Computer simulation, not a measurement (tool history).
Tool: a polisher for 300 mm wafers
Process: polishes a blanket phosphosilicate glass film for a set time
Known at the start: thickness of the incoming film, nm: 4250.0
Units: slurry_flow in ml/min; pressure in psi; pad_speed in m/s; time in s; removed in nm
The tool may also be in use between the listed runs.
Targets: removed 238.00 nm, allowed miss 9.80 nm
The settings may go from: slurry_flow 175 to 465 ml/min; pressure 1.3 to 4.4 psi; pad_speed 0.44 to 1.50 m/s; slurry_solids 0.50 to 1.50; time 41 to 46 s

run    day  slurry_flow  pressure  pad_speed  slurry_solids  time  removed
  1  0.000          295       2.8       0.96           1.00    46   331.40
  2  0.129          295       2.5       0.96           1.00    46   294.82
  3  0.233          345       2.5       0.96           1.00    46   300.43
  4  0.342          345       2.5       1.08           1.00    46   325.65
  5  0.500          345       2.5       1.08           1.00    46   324.63
  6  0.650          345       2.2       1.08           1.00    46   288.64
  7  1.017          345       2.0       1.08           1.00    46   261.80
  8  1.217          345       1.9       1.08           1.00    46   247.83

Which of these 5 next moves meets every target?
  A  1.417          365       2.1       1.02           1.20    41        ?
  B  1.417          275       2.3       0.88           1.15    43        ?
  C  1.417          325       1.9       1.08           1.05    46        ?
  D  1.417          325       1.9       0.92           1.15    45        ?
  E  1.417          350       2.0       1.14           0.95    46        ?

move  removed
   A   264.19
   B   261.11
   C   257.70
   D   238.10
   E   265.57
A: further off than the last run
B: further off than the last run
C: further off than the last run
D: meets every target
E: further off than the last run
Move D is the one to make.
